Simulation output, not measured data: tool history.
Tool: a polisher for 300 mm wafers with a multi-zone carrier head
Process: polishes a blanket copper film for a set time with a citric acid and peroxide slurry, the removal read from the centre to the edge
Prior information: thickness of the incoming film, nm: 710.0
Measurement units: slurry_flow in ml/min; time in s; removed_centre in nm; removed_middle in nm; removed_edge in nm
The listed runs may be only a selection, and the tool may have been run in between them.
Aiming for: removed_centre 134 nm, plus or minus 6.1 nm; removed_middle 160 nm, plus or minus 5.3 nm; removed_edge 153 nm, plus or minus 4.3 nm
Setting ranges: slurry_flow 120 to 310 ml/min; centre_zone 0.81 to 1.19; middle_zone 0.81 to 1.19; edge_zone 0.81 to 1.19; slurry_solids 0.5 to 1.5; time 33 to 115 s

run 1 hour=0 | slurry_flow=200 centre_zone=1 middle_zone=1 edge_zone=1 slurry_solids=1 time=73 | removed_centre=113.25 removed_middle=116.31 removed_edge=115.53
run 2 hour=8.1 | slurry_flow=200 centre_zone=1 middle_zone=1 edge_zone=1 slurry_solids=0.8 time=73 | removed_centre=108.08 removed_middle=112.08 removed_edge=112.83
run 3 hour=9.5 | slurry_flow=200 centre_zone=1 middle_zone=0.97 edge_zone=1 slurry_solids=0.8 time=73 | removed_centre=107.65 removed_middle=105.99 removed_edge=112.15
run 4 hour=16.2 | slurry_flow=200 centre_zone=1 middle_zone=0.97 edge_zone=1 slurry_solids=0.95 time=73 | removed_centre=113.29 removed_middle=111.7 removed_edge=115.26
run 5 hour=20.8 | slurry_flow=200 centre_zone=1.07 middle_zone=0.97 edge_zone=1 slurry_solids=0.95 time=73 | removed_centre=120.1 removed_middle=111.57 removed_edge=115.31
run 6 hour=24.6 | slurry_flow=205 centre_zone=1.03 middle_zone=1 edge_zone=1.04 slurry_solids=1.05 time=75 | removed_centre=119.3 removed_middle=119.97 removed_edge=123.04
run 7 hour=26.3 | slurry_flow=215 centre_zone=1.03 middle_zone=1.03 edge_zone=1.07 slurry_solids=1.15 time=76 | removed_centre=128.17 removed_middle=125.66 removed_edge=129.07
run 8 hour=35.2 | slurry_flow=215 centre_zone=1 middle_zone=1.07 edge_zone=1.09 slurry_solids=1.25 time=77 | removed_centre=127.87 removed_middle=135.91 removed_edge=134.98
run 9 hour=38.7 | slurry_flow=220 centre_zone=0.99 middle_zone=1.09 edge_zone=1.11 slurry_solids=1.3 time=77 | removed_centre=125.38 removed_middle=140.47 removed_edge=136.87

Consider the 5 candidate settings below. Which is the only one whose results all fall within their allowed miss of target?
run A hour=42.2 | slurry_flow=220 centre_zone=0.96 middle_zone=1.12 edge_zone=1.13 slurry_solids=1.3 time=85 | removed_centre=? removed_middle=? removed_edge=?
run B hour=42.2 | slurry_flow=210 centre_zone=0.86 middle_zone=0.87 edge_zone=1.19 slurry_solids=1.25 time=91 | removed_centre=? removed_middle=? removed_edge=?
run C hour=42.2 | slurry_flow=240 centre_zone=1.03 middle_zone=1.19 edge_zone=1.05 slurry_solids=1.4 time=66 | removed_centre=? removed_middle=? removed_edge=?
run D hour=42.2 | slurry_flow=230 centre_zone=0.87 middle_zone=1.14 edge_zone=1.06 slurry_solids=1.45 time=82 | removed_centre=? removed_middle=? removed_edge=?
run E hour=42.2 | slurry_flow=210 centre_zone=0.94 middle_zone=1.13 edge_zone=1.11 slurry_solids=1.4 time=71 | removed_centre=? removed_middle=? removed_edge=?

move=A removed_centre=135.33 removed_middle=157.15 removed_edge=153.52
move=B removed_centre=127.41 removed_middle=134.03 removed_edge=166.38
move=C removed_centre=116.17 removed_middle=132.13 removed_edge=118.41
move=D removed_centre=121.95 removed_middle=158.75 removed_edge=148.37
move=E removed_centre=111.74 removed_middle=133.66 removed_edge=128.78
A: each result inside its tolerance
B: takes the result that was furthest off past its target
C: lands further from the targets than the last run did
D: nearer the targets than the last run, but a result is still out of spec
E: lands further from the targets than the last run did
Correct choice: A, which meets every target
